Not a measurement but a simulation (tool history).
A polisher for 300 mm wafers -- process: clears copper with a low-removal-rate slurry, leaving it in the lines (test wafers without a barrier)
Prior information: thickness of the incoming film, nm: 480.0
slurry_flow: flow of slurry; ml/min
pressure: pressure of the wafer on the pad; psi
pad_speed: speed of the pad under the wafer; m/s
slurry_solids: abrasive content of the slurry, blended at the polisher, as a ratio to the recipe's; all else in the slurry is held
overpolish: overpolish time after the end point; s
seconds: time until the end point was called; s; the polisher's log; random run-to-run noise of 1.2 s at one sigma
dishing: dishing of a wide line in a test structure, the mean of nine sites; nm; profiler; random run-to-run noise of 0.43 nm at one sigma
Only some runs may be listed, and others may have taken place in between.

run  hour  slurry_flow  pressure  pad_speed  slurry_solids  overpolish  seconds  dishing
  1   0.0          205       3.5       1.08           1.00          11   117.48   25.883
  2   1.7          205       3.5       1.08           0.80          11   126.34   25.127
  3   2.5          205       3.5       1.08           0.65          11   134.42   23.926
  4   8.0          205       3.7       1.08           0.65          11   126.97   24.460
  5  13.9          205       3.7       0.80           0.65          11   168.94   19.377
  6  19.2          205       3.7       0.80           0.65           6   166.03   11.195
  7  23.9          200       3.8       0.88           0.65           7   154.39   14.275
  8  29.4          190       4.1       0.92           0.65           8   136.26   17.705
  9  37.3          190       4.1       0.92           0.65           8   136.42   17.646
 10  45.6          185       4.3       0.94           0.65           9   128.27   20.856
 11  52.3          180       4.5       0.96           0.65           9   124.72   21.546

Predict the results of run 12:
 12  58.5          180       4.7       0.98           0.65           9        ?        ?

seconds: 116.23 s
dishing: 21.960 nm
